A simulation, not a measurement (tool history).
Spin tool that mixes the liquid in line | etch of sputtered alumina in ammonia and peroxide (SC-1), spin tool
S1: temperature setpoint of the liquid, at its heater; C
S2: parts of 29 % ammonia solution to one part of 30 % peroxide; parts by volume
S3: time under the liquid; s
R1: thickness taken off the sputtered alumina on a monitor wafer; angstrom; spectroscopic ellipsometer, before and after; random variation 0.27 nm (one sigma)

run,hour,S1,S2,S3,R1
1,0,58,0.5,215,244.5
2,3.8,58,0.5,215,245.39
3,10.5,58,0.5,230,264.35
4,18.4,59.5,0.5,230,283.68
5,23.3,59.5,0.5,215,265.88
6,27.2,61,0.5,215,286.96

The next listed run, before its measurement:
# hour 33: new drum of ammonia solution connected
7,33,67,0.5,215,?

Run 7 gave R1 389.69 angstrom.

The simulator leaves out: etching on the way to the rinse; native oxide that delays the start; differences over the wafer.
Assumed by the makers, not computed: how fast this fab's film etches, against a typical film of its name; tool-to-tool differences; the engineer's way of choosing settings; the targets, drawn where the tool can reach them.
